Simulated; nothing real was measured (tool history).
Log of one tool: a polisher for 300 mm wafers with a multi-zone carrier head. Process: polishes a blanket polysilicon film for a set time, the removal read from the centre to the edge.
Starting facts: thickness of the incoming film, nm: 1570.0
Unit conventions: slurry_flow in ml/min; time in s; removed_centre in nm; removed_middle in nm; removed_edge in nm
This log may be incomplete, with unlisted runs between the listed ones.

run 1 hour=0 | slurry_flow=305 centre_zone=1 middle_zone=1 edge_zone=1 time=75 | removed_centre=444.71 removed_middle=448.44 removed_edge=430.9
run 2 hour=7.5 | slurry_flow=305 centre_zone=1 middle_zone=1 edge_zone=0.92 time=75 | removed_centre=435.07 removed_middle=444.07 removed_edge=416.28
run 3 hour=12.4 | slurry_flow=305 centre_zone=1 middle_zone=1 edge_zone=0.92 time=63 | removed_centre=362.84 removed_middle=372.16 removed_edge=349.09
run 4 hour=15.3 | slurry_flow=305 centre_zone=1 middle_zone=1.06 edge_zone=0.92 time=63 | removed_centre=366.45 removed_middle=393.23 removed_edge=345.92
run 5 hour=18 | slurry_flow=305 centre_zone=1 middle_zone=1.06 edge_zone=0.92 time=56 | removed_centre=329.37 removed_middle=356.91 removed_edge=304.5
run 6 hour=21.9 | slurry_flow=305 centre_zone=1 middle_zone=1.06 edge_zone=0.98 time=56 | removed_centre=328.33 removed_middle=343.12 removed_edge=317.52

Run 7, settings as shown, results not yet in. Your forecast:
run 7 hour=28.2 | slurry_flow=305 centre_zone=1.01 middle_zone=1.05 edge_zone=0.97 time=55 | removed_centre=? removed_middle=? removed_edge=?

Logged for run 7: removed_centre 322.61 nm, removed_middle 342.64 nm, removed_edge 308.24 nm.

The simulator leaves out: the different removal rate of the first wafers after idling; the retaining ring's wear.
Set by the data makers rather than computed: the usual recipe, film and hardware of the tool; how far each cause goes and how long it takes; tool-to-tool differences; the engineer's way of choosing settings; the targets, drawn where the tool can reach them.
